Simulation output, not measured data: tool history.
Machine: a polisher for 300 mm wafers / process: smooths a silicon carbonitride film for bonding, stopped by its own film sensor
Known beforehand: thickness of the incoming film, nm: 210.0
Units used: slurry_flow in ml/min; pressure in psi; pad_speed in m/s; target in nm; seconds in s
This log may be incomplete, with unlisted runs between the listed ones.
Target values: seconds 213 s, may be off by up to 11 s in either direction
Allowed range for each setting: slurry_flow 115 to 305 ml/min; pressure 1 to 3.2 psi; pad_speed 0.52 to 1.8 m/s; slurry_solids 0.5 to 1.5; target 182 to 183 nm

run  hour  slurry_flow  pressure  pad_speed  slurry_solids  target  seconds
  1     0          195       2.1       1.16              1     183   96.908
  2   7.6          195       1.8       1.06              1     183   123.59
  3   8.6          195       1.8       1.28              1     183   110.99
  4  13.6          195       1.6        1.2              1     183   125.74
  5  14.6          195       1.4       1.12              1     183   149.28
  6  15.2          195       1.4       1.12              1     182   156.57
  7  21.2          195       1.3       1.08              1     182   171.53
  8  23.9          195       1.2       1.06              1     182    184.9

Which of these 5 next moves meets every target?
  A  26.6          180       1.1       0.76           1.05     182        ?
  B  26.6          190         1       0.92           0.95     182        ?
  C  26.6          210       1.3       0.56           0.95     182        ?
  D  26.6          210       1.1       0.96           0.95     182        ?
  E  26.6          190         1       1.02           0.95     182        ?

move  seconds
   A   241.62
   B   244.98
   C   245.19
   D   216.75
   E   230.95
A: moves the result that the last run missed by most past its target, out the other side
B: moves the result that the last run missed by most past its target, out the other side
C: moves the result that the last run missed by most past its target, out the other side
D: hits every target within its allowed miss
E: moves the result that the last run missed by most past its target, out the other side
The move that meets every target is D.

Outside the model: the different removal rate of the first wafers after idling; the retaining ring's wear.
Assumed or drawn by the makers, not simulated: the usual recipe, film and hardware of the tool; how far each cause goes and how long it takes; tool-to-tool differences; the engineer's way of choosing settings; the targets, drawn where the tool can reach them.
